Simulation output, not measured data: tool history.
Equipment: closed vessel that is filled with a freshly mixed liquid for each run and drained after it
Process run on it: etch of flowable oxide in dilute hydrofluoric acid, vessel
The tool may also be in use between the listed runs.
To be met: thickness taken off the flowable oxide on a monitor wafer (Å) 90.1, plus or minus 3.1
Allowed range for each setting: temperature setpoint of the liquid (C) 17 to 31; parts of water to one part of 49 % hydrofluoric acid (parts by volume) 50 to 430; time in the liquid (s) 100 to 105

run	hour	temperature setpoint of the liquid (C)	parts of water to one part of 49 % hydrofluoric acid (parts by volume)	time in the liquid (s)	thickness taken off the flowable oxide on a monitor wafer (Å)
1	0	23	240	100	78.859
2	3.3	21	240	100	73.277
3	5.5	22.5	240	100	78.192
4	10.6	20.5	240	100	73.615
5	14.4	20.5	180	100	102.12
6	19.6	20.5	115	100	172.82
7	28	19.5	135	100	136.06
8	32	19	145	100	126.9
9	35.5	17	210	100	74.127
10	42.2	18	210	100	78.239

Which single option among these 4 for the next run brings every result within its allowed miss of target? Just one does.
A	48.9	20	190	105	?
B	48.9	20.5	210	105	?
C	48.9	18.5	245	100	?
D	48.9	19.5	195	105	?

move	thickness taken off the flowable oxide on a monitor wafer (Å)
A	101.2
B	91.398
C	66.885
D	96.249
A: takes the result that was furthest off past its target
B: all results in spec
C: its largest miss is bigger than the last run's
D: takes the result that was furthest off past its target
Move B is the one to make.
